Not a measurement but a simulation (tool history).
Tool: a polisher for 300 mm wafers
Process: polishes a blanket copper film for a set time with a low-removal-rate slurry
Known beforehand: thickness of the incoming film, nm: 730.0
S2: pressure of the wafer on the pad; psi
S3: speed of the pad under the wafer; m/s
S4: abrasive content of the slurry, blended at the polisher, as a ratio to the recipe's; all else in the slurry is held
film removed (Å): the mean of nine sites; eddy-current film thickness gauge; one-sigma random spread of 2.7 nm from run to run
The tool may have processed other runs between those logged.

Run 1, hour 0: flow of slurry (ml/min) 280, S2 2.6 psi, S3 1.12 m/s, S4 1, polishing time (s) 46. Result: film removed (Å) 1451.3.
Run 2, hour 4.5: flow of slurry (ml/min) 280, S2 2.8 psi, S3 1.12 m/s, S4 1, polishing time (s) 46. Result: film removed (Å) 1508.
Run 3, hour 6: flow of slurry (ml/min) 280, S2 2.8 psi, S3 0.96 m/s, S4 1, polishing time (s) 46. Result: film removed (Å) 1316.6.
Run 4, hour 14.2: flow of slurry (ml/min) 280, S2 3.2 psi, S3 0.98 m/s, S4 1, polishing time (s) 46. Result: film removed (Å) 1480.5.
Run 5, hour 20.5: flow of slurry (ml/min) 280, S2 3.4 psi, S3 1 m/s, S4 1, polishing time (s) 46. Result: film removed (Å) 1619.2.
Run 6, hour 23.4: flow of slurry (ml/min) 280, S2 3.4 psi, S3 1 m/s, S4 1, polishing time (s) 40. Result: film removed (Å) 1368.7.
Run 7, hour 25.8: flow of slurry (ml/min) 280, S2 3.6 psi, S3 1.08 m/s, S4 1, polishing time (s) 40. Result: film removed (Å) 1559.8.
Run 8, hour 28.4: flow of slurry (ml/min) 280, S2 3.7 psi, S3 1.14 m/s, S4 1, polishing time (s) 40. Result: film removed (Å) 1655.6.

Expected results for the next run?
Run 9, hour 31.2: flow of slurry (ml/min) 280, S2 3.8 psi, S3 1.18 m/s, S4 1, polishing time (s) 40. Result: film removed (Å) ?.

Run 9 gave film removed (Å) 1807.5.

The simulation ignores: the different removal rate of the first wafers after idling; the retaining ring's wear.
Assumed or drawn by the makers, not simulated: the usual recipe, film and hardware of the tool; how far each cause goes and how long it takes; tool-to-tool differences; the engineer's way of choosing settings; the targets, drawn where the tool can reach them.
